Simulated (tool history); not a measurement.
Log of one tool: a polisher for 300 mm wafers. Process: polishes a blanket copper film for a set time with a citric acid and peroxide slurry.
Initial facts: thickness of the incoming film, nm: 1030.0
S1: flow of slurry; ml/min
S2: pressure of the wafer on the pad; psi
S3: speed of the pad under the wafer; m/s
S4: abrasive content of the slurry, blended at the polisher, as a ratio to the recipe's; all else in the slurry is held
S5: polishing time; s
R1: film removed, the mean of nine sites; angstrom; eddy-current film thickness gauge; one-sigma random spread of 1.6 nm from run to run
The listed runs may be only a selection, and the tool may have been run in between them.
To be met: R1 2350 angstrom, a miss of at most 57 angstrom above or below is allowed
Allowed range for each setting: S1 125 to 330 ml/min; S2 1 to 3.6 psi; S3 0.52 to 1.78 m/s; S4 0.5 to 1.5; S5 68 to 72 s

run	day	S1	S2	S3	S4	S5	R1
1	0	210	2.3	1.14	1	68	1628.8
2	0.083	220	2.6	1.14	1	68	1864.5
3	0.292	230	2.8	1.14	1	68	1965.8
4	0.533	260	2.8	1.14	1	68	2014.4
5	0.575	260	2.9	1.14	1	68	2098.8
6	0.771	260	2.9	1.14	1	68	2077.4
7	1.083	260	3	1.14	1	68	2137.4
8	1.388	265	3.1	1.14	1	68	2215.4

Which single option among these 5 for the next run brings every result within its allowed miss of target? Just one does.
A	1.692	290	2.9	1.28	1.05	70	?
B	1.692	305	3.6	1.08	0.85	71	?
C	1.692	255	3.2	1.18	1	72	?
D	1.692	290	3.2	1	1	72	?
E	1.692	255	3.2	1.16	1	69	?

move	R1
A	2466.3
B	2507.5
C	2517.1
D	2170.1
E	2372.2
A: takes the biggest miss from the last run beyond its target
B: takes the biggest miss from the last run beyond its target
C: takes the biggest miss from the last run beyond its target
D: lands further from the targets than the last run did
E: every result lands within tolerance
Move E is the one to make.
